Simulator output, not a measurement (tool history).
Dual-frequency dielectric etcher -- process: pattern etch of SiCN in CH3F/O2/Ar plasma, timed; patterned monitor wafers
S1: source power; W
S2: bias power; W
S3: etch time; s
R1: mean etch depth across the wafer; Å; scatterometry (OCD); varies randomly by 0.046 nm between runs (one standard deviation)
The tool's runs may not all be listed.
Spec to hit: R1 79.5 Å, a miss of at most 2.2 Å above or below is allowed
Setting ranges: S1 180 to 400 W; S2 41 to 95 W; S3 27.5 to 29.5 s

run  hour   S1  S2    S3      R1
  1     0  290  68  29.5  93.589
  2   5.1  290  78  29.5  98.127
  3   7.3  290  74  29.5  96.066
  4  15.8  290  74  29.5   96.28
  5  19.9  330  74  29.5  99.531
  6  26.2  330  70  29.5  96.954
  7  34.2  270  58    29   83.63
  8  39.4  260  57    29   83.01

Which of these 4 next moves meets every target?
  A  44.6  290  56  29.5   ?
  B  44.6  260  62    29   ?
  C  44.6  310  63  27.5   ?
  D  44.6  180  70  28.5   ?

move      R1
   A  87.001
   B  86.176
   C  86.422
   D  80.657
A: further off than the last run
B: further off than the last run
C: further off than the last run
D: in spec on every target
The move that meets every target is D.
